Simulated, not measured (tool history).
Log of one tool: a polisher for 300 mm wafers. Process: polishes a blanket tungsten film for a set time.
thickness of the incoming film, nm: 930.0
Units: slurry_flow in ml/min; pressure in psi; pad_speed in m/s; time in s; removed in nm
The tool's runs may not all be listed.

run 1 hour=0 | slurry_flow=265 pressure=4.2 pad_speed=0.88 slurry_solids=1 time=52 | removed=239.74
run 2 hour=8.5 | slurry_flow=200 pressure=4.2 pad_speed=0.88 slurry_solids=1 time=52 | removed=233.8
run 3 hour=12.8 | slurry_flow=200 pressure=4.2 pad_speed=0.88 slurry_solids=0.85 time=52 | removed=222.85
run 4 hour=16.7 | slurry_flow=200 pressure=4 pad_speed=0.88 slurry_solids=0.85 time=52 | removed=213.35
run 5 hour=25.4 | slurry_flow=160 pressure=4 pad_speed=0.88 slurry_solids=0.85 time=52 | removed=204.13
run 6 hour=32.9 | slurry_flow=160 pressure=4 pad_speed=0.88 slurry_solids=0.85 time=54 | removed=210.79
run 7 hour=39.8 | slurry_flow=160 pressure=3.8 pad_speed=0.88 slurry_solids=0.85 time=54 | removed=198.62
run 8 hour=41.5 | slurry_flow=160 pressure=3.7 pad_speed=0.88 slurry_solids=0.85 time=54 | removed=192.6
run 9 hour=48 | slurry_flow=160 pressure=3.6 pad_speed=0.88 slurry_solids=0.85 time=54 | removed=189.05
run 10 hour=50.8 | slurry_flow=160 pressure=3.5 pad_speed=0.88 slurry_solids=0.85 time=54 | removed=186.5
run 11 hour=59.7 | slurry_flow=160 pressure=3.4 pad_speed=0.88 slurry_solids=0.85 time=54 | removed=180.26

Forecast run 12:
run 12 hour=62.5 | slurry_flow=160 pressure=3.3 pad_speed=0.88 slurry_solids=0.85 time=54 | removed=?

removed: 176.92 nm

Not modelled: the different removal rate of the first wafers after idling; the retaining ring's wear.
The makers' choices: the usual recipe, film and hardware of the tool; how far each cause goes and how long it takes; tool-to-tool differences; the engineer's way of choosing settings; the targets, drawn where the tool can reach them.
